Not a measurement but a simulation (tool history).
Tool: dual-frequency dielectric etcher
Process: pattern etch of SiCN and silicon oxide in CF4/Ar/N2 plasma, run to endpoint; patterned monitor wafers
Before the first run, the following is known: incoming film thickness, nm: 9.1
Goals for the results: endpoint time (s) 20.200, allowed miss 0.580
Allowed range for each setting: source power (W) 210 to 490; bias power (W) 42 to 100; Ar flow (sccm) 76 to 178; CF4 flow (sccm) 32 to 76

run,hour,source power (W),bias power (W),Ar flow (sccm),CF4 flow (sccm),endpoint time (s)
1,0.0,350,71,127,54,15.571
2,7.7,350,71,127,64,15.484
3,12.2,350,63,127,64,15.892
4,17.9,320,62,128,64,17.720
5,24.4,310,62,128,64,18.379
6,33.0,310,62,112,64,17.857
7,39.4,250,60,113,64,23.314
8,47.5,290,61,113,64,19.513

5 candidate next runs follow, results not yet known. Just one meets every target within its allowed miss. Identify it.
A,55.6,260,64,100,53,?
B,55.6,270,55,109,63,?
C,55.6,280,68,140,65,?
D,55.6,270,58,132,76,?
E,55.6,260,71,133,62,?

move,endpoint time (s)
A,21.697
B,21.909
C,20.195
D,21.784
E,21.570
A: takes the biggest miss from the last run beyond its target
B: takes the biggest miss from the last run beyond its target
C: every result lands within tolerance
D: takes the biggest miss from the last run beyond its target
E: takes the biggest miss from the last run beyond its target
So the answer is move C, the one that meets all the targets.
